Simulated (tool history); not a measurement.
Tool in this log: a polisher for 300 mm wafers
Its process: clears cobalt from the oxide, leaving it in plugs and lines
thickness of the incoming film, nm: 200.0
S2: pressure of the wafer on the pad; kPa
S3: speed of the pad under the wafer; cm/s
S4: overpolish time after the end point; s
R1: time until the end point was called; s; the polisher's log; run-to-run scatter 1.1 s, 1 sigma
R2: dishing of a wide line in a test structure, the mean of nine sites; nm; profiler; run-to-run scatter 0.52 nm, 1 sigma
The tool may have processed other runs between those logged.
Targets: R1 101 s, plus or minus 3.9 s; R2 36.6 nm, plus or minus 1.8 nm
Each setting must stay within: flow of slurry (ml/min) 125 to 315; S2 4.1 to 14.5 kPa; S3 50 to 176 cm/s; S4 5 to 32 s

run 1 day=0 | flow_of_slurry_(ml/min)=205 S2=9 S3=112 S4=16 | R1=56.516 R2=35.681
run 2 day=0.35 | flow_of_slurry_(ml/min)=205 S2=9 S3=136 S4=16 | R1=47.305 R2=39.683
run 3 day=0.488 | flow_of_slurry_(ml/min)=205 S2=6.9 S3=136 S4=16 | R1=60.317 R2=34.736
run 4 day=0.721 | flow_of_slurry_(ml/min)=205 S2=6.2 S3=132 S4=17 | R1=69.5 R2=33.036
run 5 day=0.954 | flow_of_slurry_(ml/min)=205 S2=6.2 S3=152 S4=17 | R1=61.234 R2=35.472
run 6 day=1.292 | flow_of_slurry_(ml/min)=205 S2=5.5 S3=146 S4=18 | R1=70.644 R2=33.887
run 7 day=1.558 | flow_of_slurry_(ml/min)=205 S2=5.5 S3=144 S4=19 | R1=70.93 R2=33.978
run 8 day=1.925 | flow_of_slurry_(ml/min)=205 S2=5.5 S3=142 S4=21 | R1=71.652 R2=37.148
run 9 day=2.179 | flow_of_slurry_(ml/min)=205 S2=5.5 S3=138 S4=22 | R1=73.889 R2=37.123
run 10 day=2.212 | flow_of_slurry_(ml/min)=190 S2=4.1 S3=118 S4=28 | R1=115.26 R2=33.137
run 11 day=2.492 | flow_of_slurry_(ml/min)=245 S2=4.8 S3=118 S4=28 | R1=95.19 R2=37.01
run 12 day=2.529 | flow_of_slurry_(ml/min)=240 S2=4.8 S3=118 S4=28 | R1=94.526 R2=36.797
run 13 day=2.775 | flow_of_slurry_(ml/min)=240 S2=4.1 S3=118 S4=29 | R1=110.06 R2=34.473
run 14 day=3.108 | flow_of_slurry_(ml/min)=245 S2=4.1 S3=118 S4=29 | R1=110.63 R2=34.204
run 15 day=3.183 | flow_of_slurry_(ml/min)=245 S2=4.8 S3=118 S4=29 | R1=95.958 R2=38.456
run 16 day=3.283 | flow_of_slurry_(ml/min)=240 S2=4.8 S3=118 S4=29 | R1=96.379 R2=38.149
run 17 day=3.638 | flow_of_slurry_(ml/min)=230 S2=4.8 S3=118 S4=29 | R1=96.952 R2=37.627
run 18 day=4.004 | flow_of_slurry_(ml/min)=225 S2=4.8 S3=118 S4=29 | R1=96.2 R2=36.75
run 19 day=4.062 | flow_of_slurry_(ml/min)=220 S2=4.8 S3=118 S4=30 | R1=97.056 R2=39.188
run 20 day=4.158 | flow_of_slurry_(ml/min)=220 S2=4.8 S3=118 S4=29 | R1=97.777 R2=37.86

Below are 4 possible settings for the next run. Only one of them brings all results inside the allowed miss of their targets. Which is it?
run A day=4.254 | flow_of_slurry_(ml/min)=210 S2=5.5 S3=114 S4=28 | R1=? R2=?
run B day=4.254 | flow_of_slurry_(ml/min)=210 S2=4.8 S3=120 S4=32 | R1=? R2=?
run C day=4.254 | flow_of_slurry_(ml/min)=230 S2=4.8 S3=112 S4=29 | R1=? R2=?
run D day=4.254 | flow_of_slurry_(ml/min)=205 S2=4.8 S3=122 S4=29 | R1=? R2=?

move=A R1=88.102 R2=38.528
move=B R1=95.144 R2=39.941
move=C R1=100.53 R2=36.274
move=D R1=93.944 R2=37.856
A: further off than the last run
B: further off than the last run
C: all results in spec
D: further off than the last run
Move C is the one to make.
